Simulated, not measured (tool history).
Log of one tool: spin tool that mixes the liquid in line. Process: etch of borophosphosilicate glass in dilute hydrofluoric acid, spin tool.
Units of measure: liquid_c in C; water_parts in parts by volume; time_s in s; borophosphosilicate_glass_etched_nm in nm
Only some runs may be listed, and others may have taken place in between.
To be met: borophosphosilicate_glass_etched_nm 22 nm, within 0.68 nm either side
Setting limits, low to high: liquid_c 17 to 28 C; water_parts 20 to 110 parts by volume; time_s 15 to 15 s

run  hour  liquid_c  water_parts  time_s  borophosphosilicate_glass_etched_nm
  1     0        20           60      15                               12.034
  2     5        20           50      15                               14.524
  3   7.4        21           50      15                               15.233
  4  15.4      21.5           50      15                               15.848
  5  20.4        22           50      15                               15.973
  6  21.6        22           65      15                               11.997
  7    23        26           40      15                               23.826
     24.1  -- hydrofluoric acid flow meter replaced
  8  24.1        25           40      15                               26.072
  9  32.9        25           40      15                               25.722
 10  40.5      23.5           40      15                               24.141

Which single option among these 4 for the next run brings every result within its allowed miss of target? Just one does.
  A  48.1      22.5           45      15                                    ?
  B  48.1      19.5           40      15                                    ?
  C  48.1        22           45      15                                    ?
  D  48.1        21           40      15                                    ?

move  borophosphosilicate_glass_etched_nm
   A                               20.718
   B                               20.653
   C                               20.289
   D                               22.019
A: takes the biggest miss from the last run beyond its target
B: takes the biggest miss from the last run beyond its target
C: takes the biggest miss from the last run beyond its target
D: meets every target
Go with D: it meets all targets.
